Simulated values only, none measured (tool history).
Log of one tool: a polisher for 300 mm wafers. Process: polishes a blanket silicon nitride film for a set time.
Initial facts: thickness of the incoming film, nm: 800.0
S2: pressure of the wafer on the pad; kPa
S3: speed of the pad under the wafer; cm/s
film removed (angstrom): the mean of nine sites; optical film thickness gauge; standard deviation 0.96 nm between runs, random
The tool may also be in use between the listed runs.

{"run": 1, "hour": 0.0, "flow of slurry (ml/min)": 305, "S2": 19.3, "S3": 116, "polishing time (s)": 57, "film removed (angstrom)": 753.0}
{"run": 2, "hour": 3.1, "flow of slurry (ml/min)": 305, "S2": 15.9, "S3": 116, "polishing time (s)": 57, "film removed (angstrom)": 617.62}
{"run": 3, "hour": 9.6, "flow of slurry (ml/min)": 305, "S2": 18.6, "S3": 116, "polishing time (s)": 57, "film removed (angstrom)": 714.35}
{"run": 4, "hour": 11.4, "flow of slurry (ml/min)": 305, "S2": 20.7, "S3": 116, "polishing time (s)": 57, "film removed (angstrom)": 809.38}
{"run": 5, "hour": 19.1, "flow of slurry (ml/min)": 305, "S2": 22.1, "S3": 116, "polishing time (s)": 57, "film removed (angstrom)": 859.63}
{"run": 6, "hour": 27.9, "flow of slurry (ml/min)": 305, "S2": 22.1, "S3": 116, "polishing time (s)": 52, "film removed (angstrom)": 779.62}
{"run": 7, "hour": 29.0, "flow of slurry (ml/min)": 305, "S2": 23.4, "S3": 120, "polishing time (s)": 52, "film removed (angstrom)": 855.91}

Run 8 has not been measured yet. What should we expect?
{"run": 8, "hour": 35.8, "flow of slurry (ml/min)": 305, "S2": 24.8, "S3": 124, "polishing time (s)": 52, "film removed (angstrom)": "?"}

film removed (angstrom): 924.47
